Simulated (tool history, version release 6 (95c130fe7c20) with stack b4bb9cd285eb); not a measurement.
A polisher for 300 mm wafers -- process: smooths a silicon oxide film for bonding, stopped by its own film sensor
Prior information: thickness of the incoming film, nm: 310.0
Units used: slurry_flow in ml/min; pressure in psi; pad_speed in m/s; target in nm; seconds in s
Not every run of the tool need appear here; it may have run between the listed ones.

run,day,slurry_flow,pressure,pad_speed,slurry_solids,target,seconds
1,0.000,195,2.4,0.84,1.0,270,55.296
2,0.367,155,2.4,0.84,1.0,270,59.468
3,0.475,115,2.4,0.84,1.0,270,66.458
4,0.846,155,2.4,0.84,1.0,270,58.261
# day 0.996: slurry nozzle cleaned
5,0.996,155,2.4,0.84,1.0,275,48.382
6,1.171,155,2.4,0.84,1.0,270,55.638
7,1.229,150,2.2,0.84,1.0,270,60.921
8,1.325,145,2.0,0.82,1.0,270,67.464

Run 9 comes next. What will it give?
9,1.650,140,1.9,0.82,1.0,270,?

{"run 9": {"seconds": 71.12}}

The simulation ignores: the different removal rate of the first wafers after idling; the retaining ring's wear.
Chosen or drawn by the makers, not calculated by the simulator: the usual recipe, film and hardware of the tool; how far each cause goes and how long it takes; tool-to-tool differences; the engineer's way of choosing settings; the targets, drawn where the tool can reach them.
